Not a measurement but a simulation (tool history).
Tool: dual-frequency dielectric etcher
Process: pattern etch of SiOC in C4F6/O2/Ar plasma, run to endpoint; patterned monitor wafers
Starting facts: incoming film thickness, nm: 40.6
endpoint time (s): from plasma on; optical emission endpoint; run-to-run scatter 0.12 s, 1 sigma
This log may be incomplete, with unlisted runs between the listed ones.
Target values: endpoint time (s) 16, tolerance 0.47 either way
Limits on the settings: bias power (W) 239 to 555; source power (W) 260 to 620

| run | hour | bias power (W) | source power (W) | endpoint time (s) |
|---|---|---|---|---|
| 1 | 0 | 397 | 440 | 12.992 |
| 2 | 2.8 | 397 | 380 | 13.587 |
| 3 | 9.6 | 344 | 380 | 14.599 |
| 4 | 15.5 | 337 | 380 | 14.917 |
| 5 | 17.5 | 332 | 380 | 15.031 |
| 6 | 24.2 | 263 | 380 | 17.188 |
| 7 | 26.9 | 267 | 380 | 16.923 |
| 8 | 34.5 | 270 | 380 | 16.912 |
| 9 | 37.2 | 273 | 380 | 16.619 |
| 10 | 39.1 | 275 | 380 | 16.612 |
| 11 | 47.2 | 277 | 380 | 16.575 |

4 candidate next runs follow, results not yet known. Just one meets every target within its allowed miss. Identify it.
| A | 55.3 | 260 | 360 | ? |
| B | 55.3 | 307 | 350 | ? |
| C | 55.3 | 248 | 400 | ? |
| D | 55.3 | 278 | 350 | ? |

| move | endpoint time (s) |
|---|---|
| A | 17.352 |
| B | 15.834 |
| C | 17.272 |
| D | 16.799 |
A: its largest miss is bigger than the last run's
B: meets every target
C: its largest miss is bigger than the last run's
D: its largest miss is bigger than the last run's
So the answer is move B, the one that meets all the targets.

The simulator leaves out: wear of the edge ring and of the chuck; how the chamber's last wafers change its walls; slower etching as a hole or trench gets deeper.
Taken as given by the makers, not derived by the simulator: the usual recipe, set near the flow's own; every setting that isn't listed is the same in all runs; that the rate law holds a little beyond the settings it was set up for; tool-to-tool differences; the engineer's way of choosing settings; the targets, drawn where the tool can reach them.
